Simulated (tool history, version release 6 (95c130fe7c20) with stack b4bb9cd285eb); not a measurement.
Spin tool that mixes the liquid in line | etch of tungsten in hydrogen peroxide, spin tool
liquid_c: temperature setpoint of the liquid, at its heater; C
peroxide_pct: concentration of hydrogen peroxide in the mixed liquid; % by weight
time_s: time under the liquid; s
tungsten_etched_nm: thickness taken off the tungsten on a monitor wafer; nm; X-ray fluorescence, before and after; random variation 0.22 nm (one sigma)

{"run": 1, "hour": 0.0, "liquid_c": 43.0, "peroxide_pct": 21.5, "time_s": 55, "tungsten_etched_nm": 28.38}
{"run": 2, "hour": 3.8, "liquid_c": 44.0, "peroxide_pct": 21.5, "time_s": 55, "tungsten_etched_nm": 30.013}
{"run": 3, "hour": 6.3, "liquid_c": 44.5, "peroxide_pct": 21.5, "time_s": 55, "tungsten_etched_nm": 31.055}
{"run": 4, "hour": 7.6, "liquid_c": 45.0, "peroxide_pct": 21.5, "time_s": 55, "tungsten_etched_nm": 32.215}
{"run": 5, "hour": 13.2, "liquid_c": 45.0, "peroxide_pct": 23.5, "time_s": 55, "tungsten_etched_nm": 33.857}
{"run": 6, "hour": 20.7, "liquid_c": 45.0, "peroxide_pct": 23.5, "time_s": 55, "tungsten_etched_nm": 33.511}
{"run": 7, "hour": 26.3, "liquid_c": 45.5, "peroxide_pct": 23.5, "time_s": 55, "tungsten_etched_nm": 34.843}

The next listed run, before its measurement:
{"run": 8, "hour": 27.1, "liquid_c": 46.0, "peroxide_pct": 23.5, "time_s": 55, "tungsten_etched_nm": "?"}

{"run 8": {"tungsten_etched_nm": 36.434}}
